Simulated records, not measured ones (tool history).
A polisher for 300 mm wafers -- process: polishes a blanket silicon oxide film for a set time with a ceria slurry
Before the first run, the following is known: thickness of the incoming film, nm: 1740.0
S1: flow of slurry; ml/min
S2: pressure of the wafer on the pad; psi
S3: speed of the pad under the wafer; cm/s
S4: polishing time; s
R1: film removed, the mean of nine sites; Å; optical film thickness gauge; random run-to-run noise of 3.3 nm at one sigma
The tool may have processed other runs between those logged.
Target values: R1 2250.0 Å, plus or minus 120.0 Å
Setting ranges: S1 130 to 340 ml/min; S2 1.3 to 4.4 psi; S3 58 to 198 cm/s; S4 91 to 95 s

| run | hour | S1 | S2 | S3 | S4 | R1 |
|---|---|---|---|---|---|---|
| 1 | 0.0 | 220 | 2.8 | 128 | 91 | 4499.3 |
| 2 | 1.9 | 275 | 2.8 | 128 | 91 | 4705.4 |
| 3 | 3.0 | 275 | 2.8 | 128 | 91 | 4568.3 |
| 4 | 8.9 | 275 | 2.8 | 110 | 91 | 4026.1 |
| 5 | 11.1 | 275 | 2.8 | 90 | 91 | 3256.9 |
| 6 | 12.8 | 275 | 2.8 | 90 | 91 | 3267.8 |
|  | 21.4 | slurry nozzle cleaned |
| 7 | 21.4 | 275 | 2.6 | 90 | 91 | 3157.9 |
| 8 | 24.9 | 275 | 2.3 | 88 | 91 | 2708.8 |
| 9 | 26.9 | 275 | 1.8 | 86 | 91 | 2042.7 |

Exactly one of the 5 candidate moves below puts every result within its allowed miss. Which one?
| A | 28.9 | 270 | 2.0 | 80 | 95 | ? |
| B | 28.9 | 230 | 1.7 | 86 | 91 | ? |
| C | 28.9 | 290 | 1.9 | 70 | 93 | ? |
| D | 28.9 | 190 | 1.5 | 92 | 91 | ? |
| E | 28.9 | 265 | 1.9 | 74 | 91 | ? |

| move | R1 |
|---|---|
| A | 2337.8 |
| B | 2020.8 |
| C | 1932.2 |
| D | 1871.0 |
| E | 1976.1 |
A: every result within its allowed miss
B: its largest miss is bigger than the last run's
C: its largest miss is bigger than the last run's
D: its largest miss is bigger than the last run's
E: its largest miss is bigger than the last run's
A is the move that brings every result within its allowed miss.

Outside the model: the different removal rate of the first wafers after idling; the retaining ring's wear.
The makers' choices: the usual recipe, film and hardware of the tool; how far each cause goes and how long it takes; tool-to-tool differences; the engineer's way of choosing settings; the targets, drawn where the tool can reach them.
